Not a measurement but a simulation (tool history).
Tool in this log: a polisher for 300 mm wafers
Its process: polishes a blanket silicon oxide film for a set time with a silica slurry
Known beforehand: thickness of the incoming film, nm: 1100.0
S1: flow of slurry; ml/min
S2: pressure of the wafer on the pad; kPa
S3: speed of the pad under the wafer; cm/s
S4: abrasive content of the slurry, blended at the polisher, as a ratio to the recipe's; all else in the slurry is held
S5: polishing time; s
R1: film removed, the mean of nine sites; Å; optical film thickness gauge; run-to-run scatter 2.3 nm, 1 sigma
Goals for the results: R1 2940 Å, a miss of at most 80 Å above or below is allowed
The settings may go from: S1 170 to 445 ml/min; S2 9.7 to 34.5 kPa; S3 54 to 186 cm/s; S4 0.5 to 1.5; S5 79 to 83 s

run	hour	S1	S2	S3	S4	S5	R1
1	0	285	22.1	118	1	79	1747.5
2	5.5	220	22.1	118	1	79	1711.2
3	12.1	220	22.1	100	1	79	1489.9
4	16.1	225	24.1	102	1	79	1677.8
5	20.1	230	25.5	104	1	79	1773.1
6	24.6	230	26.9	106	1	79	1911.3
7	28.4	230	28.3	108	1	79	2047.2
8	36.5	230	29	110	1	79	2131.7
9	44.7	245	34.5	122	1	79	2749.2
10	47	245	34.5	124	1	79	2785.5
11	49.3	245	34.5	126	1	79	2841.2

Below are 5 possible settings for the next run. Only one of them brings all results inside the allowed miss of their targets. Which is it?
A	51.6	205	34.5	138	1.1	80	?
B	51.6	430	34.5	154	0.8	83	?
C	51.6	295	31	128	1.25	79	?
D	51.6	225	34.5	144	0.95	81	?
E	51.6	215	33.8	132	1.1	82	?

move	R1
A	3166.4
B	3143.6
C	2965.1
D	3082.9
E	3092.4
A: takes the biggest miss from the last run beyond its target
B: takes the biggest miss from the last run beyond its target
C: every result lands within tolerance
D: takes the biggest miss from the last run beyond its target
E: takes the biggest miss from the last run beyond its target
The move that meets every target is C.
